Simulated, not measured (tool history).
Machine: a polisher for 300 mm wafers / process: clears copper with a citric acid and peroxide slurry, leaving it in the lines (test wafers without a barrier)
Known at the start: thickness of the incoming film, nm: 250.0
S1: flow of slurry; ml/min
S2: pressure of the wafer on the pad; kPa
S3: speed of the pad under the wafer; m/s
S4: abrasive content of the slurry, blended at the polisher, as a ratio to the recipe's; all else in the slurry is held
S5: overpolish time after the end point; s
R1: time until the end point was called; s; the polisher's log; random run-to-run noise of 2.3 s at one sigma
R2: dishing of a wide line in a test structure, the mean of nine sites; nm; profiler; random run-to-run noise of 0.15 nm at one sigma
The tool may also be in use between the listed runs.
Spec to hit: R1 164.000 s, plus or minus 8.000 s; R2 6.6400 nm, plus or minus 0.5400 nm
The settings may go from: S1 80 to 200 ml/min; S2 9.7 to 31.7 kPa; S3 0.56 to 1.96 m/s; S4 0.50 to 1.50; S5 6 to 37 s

run	hour	S1	S2	S3	S4	S5	R1	R2
1	0.0	130	20.7	1.26	1.00	19	96.416	30.5960
2	0.6	130	17.9	1.22	1.00	16	118.890	22.2900
3	3.3	145	17.9	1.22	1.00	16	113.550	22.6140
4	11.3	160	15.9	1.18	1.00	14	131.280	18.9630
5	15.6	140	15.2	1.20	0.95	12	142.330	15.4120
6	22.0	140	15.2	0.94	0.95	12	177.720	11.9230
7	24.4	125	17.9	0.84	0.85	11	174.180	11.5090
8	26.2	115	19.3	0.78	0.80	10	181.310	9.9210
9	33.7	105	21.4	0.72	0.75	9	184.590	8.7638
10	37.8	100	23.4	0.68	0.70	8	180.520	8.0380
11	40.7	80	29.0	0.56	0.50	6	198.700	5.5884
12	45.6	80	29.0	0.56	0.50	6	199.940	5.3657
13	49.6	105	31.7	0.62	0.50	7	154.920	7.9338
14	56.6	100	31.7	0.62	0.50	7	160.190	7.9453

Next run, 5 choices. One meets every target within its allowed miss, the rest don't. Which?
A	63.6	140	31.7	0.58	0.50	6	?	?
B	63.6	120	31.7	0.60	0.80	6	?	?
C	63.6	100	31.7	0.66	0.55	7	?	?
D	63.6	85	31.0	0.60	0.55	10	?	?
E	63.6	85	31.7	0.74	0.50	6	?	?

move	R1	R2
A	161.010	7.0872
B	142.670	7.9717
C	147.320	8.9725
D	170.090	11.0140
E	139.460	8.1489
A: in spec on every target
B: further off than the last run
C: further off than the last run
D: further off than the last run
E: further off than the last run
Move A is the one to make.

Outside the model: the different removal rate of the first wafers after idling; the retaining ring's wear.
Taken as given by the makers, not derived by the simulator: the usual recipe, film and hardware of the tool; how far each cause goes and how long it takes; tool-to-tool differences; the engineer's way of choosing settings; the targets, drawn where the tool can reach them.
